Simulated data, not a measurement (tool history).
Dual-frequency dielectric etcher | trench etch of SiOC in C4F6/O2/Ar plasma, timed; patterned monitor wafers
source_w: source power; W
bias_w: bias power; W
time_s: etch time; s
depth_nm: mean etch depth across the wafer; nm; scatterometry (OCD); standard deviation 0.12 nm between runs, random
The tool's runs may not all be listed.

| run | hour | source_w | bias_w | time_s | depth_nm |
|---|---|---|---|---|---|
| 1 | 0 | 450 | 176 | 18 | 43.017 |
| 2 | 6.1 | 460 | 180 | 18 | 43.652 |
| 3 | 12.2 | 460 | 203 | 18 | 46.308 |
| 4 | 18.2 | 470 | 205 | 18 | 46.756 |
| 5 | 19.6 | 480 | 207 | 18 | 47.209 |
| 6 | 25.1 | 490 | 209 | 18 | 47.766 |
| 7 | 29.8 | 500 | 211 | 18 | 47.994 |

Run 8 has not been measured yet. What should we expect?
| 8 | 31.3 | 510 | 214 | 18 | ? |

{"run 8": {"depth_nm": 48.922}}
